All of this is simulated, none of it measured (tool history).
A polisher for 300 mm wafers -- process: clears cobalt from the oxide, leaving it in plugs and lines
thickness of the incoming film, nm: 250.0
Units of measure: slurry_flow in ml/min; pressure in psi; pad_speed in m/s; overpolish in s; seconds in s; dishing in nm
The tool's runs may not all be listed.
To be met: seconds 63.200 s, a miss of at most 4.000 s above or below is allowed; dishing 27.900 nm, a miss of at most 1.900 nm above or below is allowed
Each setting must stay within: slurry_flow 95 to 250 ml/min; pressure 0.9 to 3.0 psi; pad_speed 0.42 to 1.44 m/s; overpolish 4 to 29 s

Run 1, hour 0.0: slurry_flow 160 ml/min, pressure 1.9 psi, pad_speed 0.92 m/s, overpolish 15 s. Result: seconds 55.898 s, dishing 40.757 nm.
Run 2, hour 2.2: slurry_flow 160 ml/min, pressure 1.9 psi, pad_speed 0.92 m/s, overpolish 14 s. Result: seconds 57.117 s, dishing 38.311 nm.
Run 3, hour 6.6: slurry_flow 160 ml/min, pressure 1.9 psi, pad_speed 0.92 m/s, overpolish 13 s. Result: seconds 59.083 s, dishing 37.090 nm.
Run 4, hour 9.0: slurry_flow 160 ml/min, pressure 1.9 psi, pad_speed 0.92 m/s, overpolish 12 s. Result: seconds 56.635 s, dishing 36.646 nm.
Run 5, hour 15.8: slurry_flow 160 ml/min, pressure 2.3 psi, pad_speed 0.92 m/s, overpolish 12 s. Result: seconds 48.423 s, dishing 38.986 nm.
Run 6, hour 19.5: slurry_flow 160 ml/min, pressure 2.3 psi, pad_speed 0.92 m/s, overpolish 6 s. Result: seconds 47.001 s, dishing 25.547 nm.
At hour 21.4: head pressure recalibrated.
Run 7, hour 21.4: slurry_flow 160 ml/min, pressure 2.2 psi, pad_speed 0.92 m/s, overpolish 6 s. Result: seconds 46.312 s, dishing 25.382 nm.
Run 8, hour 27.9: slurry_flow 160 ml/min, pressure 2.1 psi, pad_speed 0.92 m/s, overpolish 7 s. Result: seconds 48.485 s, dishing 27.787 nm.
Run 9, hour 31.7: slurry_flow 160 ml/min, pressure 2.0 psi, pad_speed 0.92 m/s, overpolish 7 s. Result: seconds 50.411 s, dishing 26.996 nm.
Run 10, hour 34.7: slurry_flow 160 ml/min, pressure 1.9 psi, pad_speed 0.92 m/s, overpolish 7 s. Result: seconds 53.453 s, dishing 26.634 nm.

Pick the move, out of 4, that brings all results within their allowed miss; only one does.
Run A, hour 37.7: slurry_flow 160 ml/min, pressure 1.9 psi, pad_speed 0.78 m/s, overpolish 9 s. Result: seconds ?, dishing ?.
Run B, hour 37.7: slurry_flow 145 ml/min, pressure 1.9 psi, pad_speed 0.68 m/s, overpolish 11 s. Result: seconds ?, dishing ?.
Run C, hour 37.7: slurry_flow 165 ml/min, pressure 1.6 psi, pad_speed 0.80 m/s, overpolish 11 s. Result: seconds ?, dishing ?.
Run D, hour 37.7: slurry_flow 140 ml/min, pressure 1.4 psi, pad_speed 0.92 m/s, overpolish 13 s. Result: seconds ?, dishing ?.

move  seconds  dishing
   A   64.481   27.659
   B   74.379   28.833
   C   74.026   28.932
   D   75.727   31.893
A: meets every target
B: takes the biggest miss from the last run beyond its target
C: takes the biggest miss from the last run beyond its target
D: takes the biggest miss from the last run beyond its target
So the answer is move A, the one that meets all the targets.

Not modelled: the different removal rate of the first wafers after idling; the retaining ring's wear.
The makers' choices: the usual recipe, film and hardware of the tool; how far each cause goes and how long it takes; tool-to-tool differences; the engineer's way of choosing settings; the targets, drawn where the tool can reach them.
